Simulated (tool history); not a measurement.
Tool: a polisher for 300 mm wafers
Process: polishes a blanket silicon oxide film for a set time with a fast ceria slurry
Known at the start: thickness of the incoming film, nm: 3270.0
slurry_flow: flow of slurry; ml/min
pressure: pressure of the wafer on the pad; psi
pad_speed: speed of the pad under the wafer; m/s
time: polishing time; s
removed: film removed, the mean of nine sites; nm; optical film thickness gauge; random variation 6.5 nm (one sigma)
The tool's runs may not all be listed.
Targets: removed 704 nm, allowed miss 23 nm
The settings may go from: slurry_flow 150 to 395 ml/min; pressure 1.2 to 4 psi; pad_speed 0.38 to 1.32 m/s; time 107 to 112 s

run 1 hour=0 | slurry_flow=250 pressure=2.6 pad_speed=0.84 time=107 | removed=1193.2
run 2 hour=7.7 | slurry_flow=250 pressure=2.4 pad_speed=0.84 time=107 | removed=1070.4
run 3 hour=15.4 | slurry_flow=250 pressure=2.3 pad_speed=0.84 time=107 | removed=1033.5
run 4 hour=17.5 | slurry_flow=215 pressure=2.3 pad_speed=0.84 time=107 | removed=1016.8
run 5 hour=24.2 | slurry_flow=215 pressure=2.7 pad_speed=0.84 time=107 | removed=1208.7
run 6 hour=32.9 | slurry_flow=180 pressure=2.7 pad_speed=0.84 time=107 | removed=1200.6
run 7 hour=33.9 | slurry_flow=180 pressure=2.5 pad_speed=0.84 time=107 | removed=1092.7
run 8 hour=34.6 | slurry_flow=180 pressure=1.8 pad_speed=0.82 time=107 | removed=793.17
run 9 hour=41 | slurry_flow=180 pressure=1.5 pad_speed=0.82 time=107 | removed=656.26

5 next moves are on the table. One of them brings every result within its allowed miss. Which?
run A hour=47.4 | slurry_flow=245 pressure=1.8 pad_speed=0.7 time=111 | removed=?
run B hour=47.4 | slurry_flow=255 pressure=1.2 pad_speed=0.88 time=110 | removed=?
run C hour=47.4 | slurry_flow=195 pressure=1.7 pad_speed=0.62 time=112 | removed=?
run D hour=47.4 | slurry_flow=200 pressure=1.3 pad_speed=0.82 time=107 | removed=?
run E hour=47.4 | slurry_flow=180 pressure=1.4 pad_speed=0.88 time=107 | removed=?

move=A removed=711.42
move=B removed=600.94
move=C removed=593.58
move=D removed=577.04
move=E removed=656.78
A: meets every target
B: further off than the last run
C: further off than the last run
D: further off than the last run
E: as far off as the last run
Answer: A

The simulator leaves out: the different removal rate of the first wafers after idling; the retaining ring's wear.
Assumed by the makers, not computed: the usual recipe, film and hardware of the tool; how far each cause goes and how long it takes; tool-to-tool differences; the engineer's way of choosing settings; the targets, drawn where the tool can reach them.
